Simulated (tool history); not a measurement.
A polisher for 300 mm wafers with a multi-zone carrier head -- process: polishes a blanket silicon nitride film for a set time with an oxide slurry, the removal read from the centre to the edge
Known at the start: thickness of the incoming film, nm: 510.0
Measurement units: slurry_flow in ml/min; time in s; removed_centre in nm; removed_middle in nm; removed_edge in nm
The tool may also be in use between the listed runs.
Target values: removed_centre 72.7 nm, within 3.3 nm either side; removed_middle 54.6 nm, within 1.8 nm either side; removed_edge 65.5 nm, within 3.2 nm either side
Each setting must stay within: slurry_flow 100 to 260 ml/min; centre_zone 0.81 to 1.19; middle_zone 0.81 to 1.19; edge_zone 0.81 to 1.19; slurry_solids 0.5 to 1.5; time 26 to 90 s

run	hour	slurry_flow	centre_zone	middle_zone	edge_zone	slurry_solids	time	removed_centre	removed_middle	removed_edge
1	0	165	1	1	1	1	58	48.922	48.159	48.43
2	8.4	165	1.05	1	1	1	58	51.049	47.327	48.853
3	10	180	1.09	0.99	1.04	1.1	58	55.172	49.648	50.471
4	13.9	205	1.09	0.99	1.04	1.1	58	56.799	50.107	52.927
5	15.9	180	1.09	0.99	1.04	1.1	58	56.211	50.692	52.226
6	24.4	180	1.09	0.99	1.04	1.2	58	56.795	51.972	52.666
7	25.4	180	1.09	0.99	1.04	1.2	58	58.714	50.133	53.213
8	30.6	190	1.09	0.97	1.07	1.3	59	60.865	52.982	57.879
9	36.6	190	1.09	0.97	1.07	1.3	59	61.194	53.398	56.032

Which of these 5 next moves meets every target?
A	42.6	185	1.15	0.95	1.08	1.2	69	?	?	?
B	42.6	185	1.01	0.91	1.19	1.35	70	?	?	?
C	42.6	225	1.01	0.81	1.18	1.2	76	?	?	?
D	42.6	225	1.17	0.88	1.14	1.1	68	?	?	?
E	42.6	225	0.95	0.81	1.05	1.25	74	?	?	?

move	removed_centre	removed_middle	removed_edge
A	72.171	59.618	65.782
B	67.209	61.094	73.438
C	71.722	59.1	77.422
D	71.86	54.587	65.614
E	66.718	58.506	72.188
A: corrects the largest miss of the last run, while another result sits out of spec
B: roughly where the last run was
C: corrects the largest miss of the last run, while another result sits out of spec
D: meets every target
E: nearer the targets than the last run, but a result is still out of spec
The move that meets every target is D.

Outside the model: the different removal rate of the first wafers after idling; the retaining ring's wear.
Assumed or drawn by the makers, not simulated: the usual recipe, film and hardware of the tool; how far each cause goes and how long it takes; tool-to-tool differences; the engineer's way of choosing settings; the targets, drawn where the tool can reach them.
